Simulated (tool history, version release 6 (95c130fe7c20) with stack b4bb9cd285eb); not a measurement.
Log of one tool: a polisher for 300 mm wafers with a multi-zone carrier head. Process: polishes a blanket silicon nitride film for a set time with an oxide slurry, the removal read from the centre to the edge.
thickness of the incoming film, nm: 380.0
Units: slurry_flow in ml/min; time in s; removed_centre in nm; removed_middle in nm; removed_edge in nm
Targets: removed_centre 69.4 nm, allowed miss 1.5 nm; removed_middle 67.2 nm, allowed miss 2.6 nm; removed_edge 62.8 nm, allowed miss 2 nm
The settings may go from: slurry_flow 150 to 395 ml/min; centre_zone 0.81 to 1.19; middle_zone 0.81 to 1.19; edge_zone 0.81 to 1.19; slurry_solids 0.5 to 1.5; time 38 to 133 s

run	hour	slurry_flow	centre_zone	middle_zone	edge_zone	slurry_solids	time	removed_centre	removed_middle	removed_edge
1	0	250	1	1	1	1	85	48.784	49.962	49.439
2	7.9	225	1	1	1	1	85	47.742	49.213	48.453
3	9.3	225	1	1	0.93	1	85	47.486	48.953	47.066
4	10.6	225	1	0.94	0.93	1	85	48.069	46.257	46.261
5	19.4	235	1.02	0.96	0.95	1.05	85	50.044	48.085	47.632
6	24.6	235	1.02	0.96	0.95	1.05	78	46.059	43.794	44.212
7	30.9	245	1.04	0.98	0.97	1.1	78	47.838	45.919	45.757
8	35.7	255	1.06	1	0.98	1.15	78	49.528	47.423	46.011
9	44.2	260	1.07	1.01	1	1.2	79	51.817	49.426	48.922
10	46.7	270	1.08	1.03	1.01	1.25	80	53.67	51.821	50.214
11	51.9	275	1.09	1.04	1.02	1.3	81	55.582	54.036	51.21
12	56	280	1.1	1.05	1.03	1.3	82	56.54	54.911	51.849
13	60	285	1.11	1.06	1.04	1.3	83	58.109	55.958	53.04
14	64.2	290	1.12	1.07	1.05	1.3	84	59.588	57.253	54
15	65.5	295	1.13	1.08	1.06	1.3	84	60.038	57.513	54.63
16	70.1	300	1.14	1.09	1.07	1.3	84	60.789	58.007	54.024
17	78.8	300	1.14	1.09	1.08	1.3	84	60.477	59.269	54.628
18	81.6	305	1.15	1.09	1.09	1.3	84	62.195	59.145	56.16
# hour 87: slurry nozzle cleaned
19	87	310	1.15	1.1	1.1	1.3	84	63.365	61.13	56.795
20	95.8	315	1.15	1.1	1.11	1.3	84	64.012	61.732	57.301
21	97.8	320	1.15	1.1	1.11	1.3	84	63.49	61.261	56.968

5 next moves are on the table. One of them brings every result within its allowed miss. Which?
A	99.8	300	1.07	0.97	1.19	1.3	94	?	?	?
B	99.8	315	0.99	1.11	1.04	1.4	89	?	?	?
C	99.8	330	1.14	1.1	1.11	1.3	92	?	?	?
D	99.8	350	1.01	1.14	1.15	1.15	102	?	?	?
E	99.8	325	1.05	1.16	1.09	1.4	92	?	?	?

move	removed_centre	removed_middle	removed_edge
A	65.663	60.413	66.074
B	59.255	65.954	60.506
C	69.05	66.259	62.975
D	65.603	73.155	68.324
E	65.114	70.955	63.865
A: nearer than the last run, and not there yet
B: further off than the last run
C: meets every target
D: nearer than the last run, and not there yet
E: nearer than the last run, and not there yet
Move C is the one to make.

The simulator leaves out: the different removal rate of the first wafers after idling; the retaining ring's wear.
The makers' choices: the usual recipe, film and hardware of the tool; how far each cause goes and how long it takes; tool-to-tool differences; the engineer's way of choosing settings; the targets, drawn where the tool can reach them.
